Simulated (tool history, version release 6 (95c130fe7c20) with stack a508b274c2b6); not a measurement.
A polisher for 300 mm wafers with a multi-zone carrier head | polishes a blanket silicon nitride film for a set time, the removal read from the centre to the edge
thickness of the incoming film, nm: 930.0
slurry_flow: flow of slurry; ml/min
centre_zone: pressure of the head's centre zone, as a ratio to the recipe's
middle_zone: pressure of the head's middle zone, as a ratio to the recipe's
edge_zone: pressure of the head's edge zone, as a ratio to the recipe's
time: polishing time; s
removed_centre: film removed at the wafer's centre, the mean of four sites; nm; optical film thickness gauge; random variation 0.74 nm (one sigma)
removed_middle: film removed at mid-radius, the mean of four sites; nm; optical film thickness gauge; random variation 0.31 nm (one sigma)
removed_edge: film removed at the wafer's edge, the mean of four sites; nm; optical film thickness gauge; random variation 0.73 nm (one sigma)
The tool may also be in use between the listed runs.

Run 1, hour 0: slurry_flow 165 ml/min, centre_zone 1, middle_zone 1, edge_zone 1, time 30 s. Result: removed_centre 48.081 nm, removed_middle 47.251 nm, removed_edge 49.051 nm.
Run 2, hour 4: slurry_flow 165 ml/min, centre_zone 1, middle_zone 1, edge_zone 1.09, time 30 s. Result: removed_centre 48.777 nm, removed_middle 48.191 nm, removed_edge 50.391 nm.
Run 3, hour 5.5: slurry_flow 165 ml/min, centre_zone 1.02, middle_zone 0.99, edge_zone 1.09, time 30 s. Result: removed_centre 49.004 nm, removed_middle 47.738 nm, removed_edge 50.392 nm.
Run 4, hour 12.7: slurry_flow 170 ml/min, centre_zone 1.04, middle_zone 0.98, edge_zone 1.09, time 30 s. Result: removed_centre 51.676 nm, removed_middle 47.448 nm, removed_edge 50.397 nm.
Run 5, hour 14.9: slurry_flow 170 ml/min, centre_zone 1.04, middle_zone 0.98, edge_zone 1.09, time 23 s. Result: removed_centre 38.792 nm, removed_middle 36.595 nm, removed_edge 38.782 nm.
Run 6, hour 18.9: slurry_flow 170 ml/min, centre_zone 1.04, middle_zone 1.04, edge_zone 1.09, time 23 s. Result: removed_centre 38.141 nm, removed_middle 38.674 nm, removed_edge 40.138 nm.
Run 7, hour 24.6: slurry_flow 175 ml/min, centre_zone 1.06, middle_zone 1.03, edge_zone 1.1, time 24 s. Result: removed_centre 41.144 nm, removed_middle 39.621 nm, removed_edge 41.315 nm.
Run 8, hour 26.1: slurry_flow 180 ml/min, centre_zone 1.07, middle_zone 1.03, edge_zone 1.11, time 25 s. Result: removed_centre 44.534 nm, removed_middle 41.513 nm, removed_edge 43.383 nm.

Forecast run 9:
Run 9, hour 31.7: slurry_flow 230 ml/min, centre_zone 1.13, middle_zone 1.01, edge_zone 1.19, time 28 s. Result: removed_centre ?, removed_middle ?, removed_edge ?.

{"run 9": {"removed_centre": 55.158, "removed_middle": 47.808, "removed_edge": 51.333}}
